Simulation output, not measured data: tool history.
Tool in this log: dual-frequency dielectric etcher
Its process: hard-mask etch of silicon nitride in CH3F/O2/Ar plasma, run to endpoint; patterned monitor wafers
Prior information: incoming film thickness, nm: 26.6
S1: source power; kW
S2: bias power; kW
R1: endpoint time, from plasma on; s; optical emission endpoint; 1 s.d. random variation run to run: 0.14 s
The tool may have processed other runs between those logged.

run 1 hour=0.0 | S1=0.320 S2=0.093 | R1=35.965
run 2 hour=2.4 | S1=0.320 S2=0.105 | R1=34.085
run 3 hour=3.3 | S1=0.320 S2=0.094 | R1=36.080
run 4 hour=10.7 | S1=0.310 S2=0.091 | R1=37.124
run 5 hour=16.5 | S1=0.300 S2=0.089 | R1=37.998
run 6 hour=18.0 | S1=0.300 S2=0.082 | R1=39.672
run 7 hour=21.1 | S1=0.290 S2=0.081 | R1=40.349

Forecast run 8:
run 8 hour=29.8 | S1=0.280 S2=0.081 | R1=?

R1: 40.762 s

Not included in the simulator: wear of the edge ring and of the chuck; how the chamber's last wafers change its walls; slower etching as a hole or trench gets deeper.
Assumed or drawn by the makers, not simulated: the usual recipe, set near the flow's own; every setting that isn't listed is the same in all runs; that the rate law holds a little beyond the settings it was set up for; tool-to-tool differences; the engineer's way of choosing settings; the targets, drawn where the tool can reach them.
